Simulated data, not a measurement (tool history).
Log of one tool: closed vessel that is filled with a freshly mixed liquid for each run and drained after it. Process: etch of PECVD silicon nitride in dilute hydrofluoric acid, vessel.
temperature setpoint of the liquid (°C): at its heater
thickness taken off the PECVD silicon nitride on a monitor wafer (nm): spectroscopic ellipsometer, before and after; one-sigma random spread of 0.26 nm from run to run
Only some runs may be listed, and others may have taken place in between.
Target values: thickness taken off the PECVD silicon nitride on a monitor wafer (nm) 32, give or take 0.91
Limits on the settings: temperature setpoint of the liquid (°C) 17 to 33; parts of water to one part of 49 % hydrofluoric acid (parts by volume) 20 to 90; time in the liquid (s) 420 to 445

run	hour	temperature setpoint of the liquid (°C)	parts of water to one part of 49 % hydrofluoric acid (parts by volume)	time in the liquid (s)	thickness taken off the PECVD silicon nitride on a monitor wafer (nm)
1	0	25	50	420	27.685
2	5.8	25.5	50	420	28.596
3	12.2	28	50	420	33.334
4	12.8	28	50	420	33.523
5	19.9	28	50	420	33.851
6	28	25	50	420	27.795
7	30.2	25.5	50	420	28.472
8	37.4	26.5	50	420	30.501
9	43.1	26.5	50	420	30.535

Consider the 4 candidate settings below. Which is the only one whose results all fall within their allowed miss of target?
A	48.8	27	55	425	?
B	48.8	23.5	40	430	?
C	48.8	23.5	45	420	?
D	48.8	25.5	50	430	?

move	thickness taken off the PECVD silicon nitride on a monitor wafer (nm)
A	29.234
B	31.969
C	27.839
D	29.412
A: further off than the last run
B: all results land within tolerance of their targets
C: further off than the last run
D: further off than the last run
Correct choice: B, which meets every target
